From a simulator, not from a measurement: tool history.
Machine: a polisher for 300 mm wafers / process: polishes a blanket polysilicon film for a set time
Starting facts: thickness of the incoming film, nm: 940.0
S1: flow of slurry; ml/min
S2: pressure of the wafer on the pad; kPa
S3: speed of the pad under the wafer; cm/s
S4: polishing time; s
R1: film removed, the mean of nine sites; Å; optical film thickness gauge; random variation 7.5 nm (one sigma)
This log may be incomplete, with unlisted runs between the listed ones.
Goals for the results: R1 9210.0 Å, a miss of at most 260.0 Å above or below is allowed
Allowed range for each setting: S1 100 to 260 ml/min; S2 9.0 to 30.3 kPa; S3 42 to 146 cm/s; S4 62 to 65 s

run  hour   S1    S2   S3  S4      R1
  1   0.0  165  19.3   94  62  5215.5
  2   7.2  165  21.4   94  62  5886.4
  3  15.3  165  21.4   94  65  6118.2
  4  23.4  165  21.4  116  65  7454.4
  5  24.2  175  22.1  116  65  7721.8
  6  32.1  175  22.1   96  65  6518.6
  7  39.4  175  23.4   96  65  6885.7
  8  40.1  175  24.8   96  65  7217.4
  9  41.9  180  26.2   96  65  7650.9

Of the 4 settings listed for the next run, only one would bring every result within its allowed miss of target. Which one?
  A  43.7  195  29.6  100  65   ?
  B  43.7  185  25.5   92  62   ?
  C  43.7  180  27.6  102  65   ?
  D  43.7  180  24.1   80  62   ?

move      R1
   A  9164.3
   B  6912.8
   C  8614.7
   D  5699.3
A: all results land within tolerance of their targets
B: further off than the last run
C: moves toward the targets from the last run without getting all of them in spec
D: further off than the last run
The right move is A.

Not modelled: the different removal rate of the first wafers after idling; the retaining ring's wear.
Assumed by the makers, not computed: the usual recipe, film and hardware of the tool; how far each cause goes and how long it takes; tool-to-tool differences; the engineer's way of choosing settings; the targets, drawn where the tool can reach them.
